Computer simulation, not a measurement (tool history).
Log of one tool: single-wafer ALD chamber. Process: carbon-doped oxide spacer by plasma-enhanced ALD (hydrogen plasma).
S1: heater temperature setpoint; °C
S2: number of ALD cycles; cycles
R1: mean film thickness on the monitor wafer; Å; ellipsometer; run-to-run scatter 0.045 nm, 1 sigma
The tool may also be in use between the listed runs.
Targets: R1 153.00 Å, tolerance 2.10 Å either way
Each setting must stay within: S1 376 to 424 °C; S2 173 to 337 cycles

Run 1, hour 0.0: S1 400 °C, S2 255 cycles. Result: R1 140.40 Å.
Run 2, hour 6.2: S1 399 °C, S2 257 cycles. Result: R1 141.32 Å.
Run 3, hour 10.8: S1 403 °C, S2 257 cycles. Result: R1 139.91 Å.
Run 4, hour 12.7: S1 403 °C, S2 229 cycles. Result: R1 124.76 Å.
Run 5, hour 20.1: S1 403 °C, S2 196 cycles. Result: R1 107.31 Å.
Run 6, hour 27.4: S1 402 °C, S2 205 cycles. Result: R1 112.11 Å.
Run 7, hour 33.5: S1 401 °C, S2 212 cycles. Result: R1 116.14 Å.
Run 8, hour 41.0: S1 399 °C, S2 218 cycles. Result: R1 119.41 Å.
Run 9, hour 49.1: S1 390 °C, S2 259 cycles. Result: R1 142.98 Å.
Run 10, hour 50.0: S1 390 °C, S2 261 cycles. Result: R1 143.45 Å.
Run 11, hour 53.1: S1 390 °C, S2 263 cycles. Result: R1 145.10 Å.

Exactly one of the 5 candidate moves below puts every result within its allowed miss. Which one?
Run A, hour 56.2: S1 386 °C, S2 277 cycles. Result: R1 ?.
Run B, hour 56.2: S1 386 °C, S2 251 cycles. Result: R1 ?.
Run C, hour 56.2: S1 390 °C, S2 247 cycles. Result: R1 ?.
Run D, hour 56.2: S1 398 °C, S2 248 cycles. Result: R1 ?.
Run E, hour 56.2: S1 384 °C, S2 258 cycles. Result: R1 ?.

move      R1
   A  153.06
   B  138.69
   C  136.48
   D  137.03
   E  142.56
A: each result inside its tolerance
B: lands further from the targets than the last run did
C: lands further from the targets than the last run did
D: lands further from the targets than the last run did
E: lands further from the targets than the last run did
Answer: A
